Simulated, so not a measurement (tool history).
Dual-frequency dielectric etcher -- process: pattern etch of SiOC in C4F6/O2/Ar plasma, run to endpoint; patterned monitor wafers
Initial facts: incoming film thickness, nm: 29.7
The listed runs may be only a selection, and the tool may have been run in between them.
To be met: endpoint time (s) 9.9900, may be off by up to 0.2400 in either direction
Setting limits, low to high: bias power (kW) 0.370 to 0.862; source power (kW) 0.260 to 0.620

Run 1, hour 0.0: bias power (kW) 0.616, source power (kW) 0.440. Result: endpoint time (s) 8.4354.
Run 2, hour 2.0: bias power (kW) 0.657, source power (kW) 0.440. Result: endpoint time (s) 8.3651.
Run 3, hour 4.2: bias power (kW) 0.635, source power (kW) 0.430. Result: endpoint time (s) 8.4868.
Run 4, hour 9.1: bias power (kW) 0.635, source power (kW) 0.510. Result: endpoint time (s) 8.0562.
Run 5, hour 15.4: bias power (kW) 0.607, source power (kW) 0.490. Result: endpoint time (s) 8.3163.
Run 6, hour 24.4: bias power (kW) 0.607, source power (kW) 0.560. Result: endpoint time (s) 8.0211.
Run 7, hour 25.6: bias power (kW) 0.484, source power (kW) 0.470. Result: endpoint time (s) 9.1179.
Run 8, hour 30.6: bias power (kW) 0.472, source power (kW) 0.470. Result: endpoint time (s) 9.2499.

Pick the move, out of 4, that brings all results within their allowed miss; only one does.
Run A, hour 35.6: bias power (kW) 0.370, source power (kW) 0.420. Result: endpoint time (s) ?.
Run B, hour 35.6: bias power (kW) 0.393, source power (kW) 0.430. Result: endpoint time (s) ?.
Run C, hour 35.6: bias power (kW) 0.479, source power (kW) 0.420. Result: endpoint time (s) ?.
Run D, hour 35.6: bias power (kW) 0.462, source power (kW) 0.450. Result: endpoint time (s) ?.

move  endpoint time (s)
   A            10.3850
   B            10.1050
   C             9.4640
   D             9.4220
A: pushes the last run's worst result past its target
B: hits every target within its allowed miss
C: closes in on the targets versus the last run, not all within tolerance yet
D: closes in on the targets versus the last run, not all within tolerance yet
Go with B: it meets all targets.
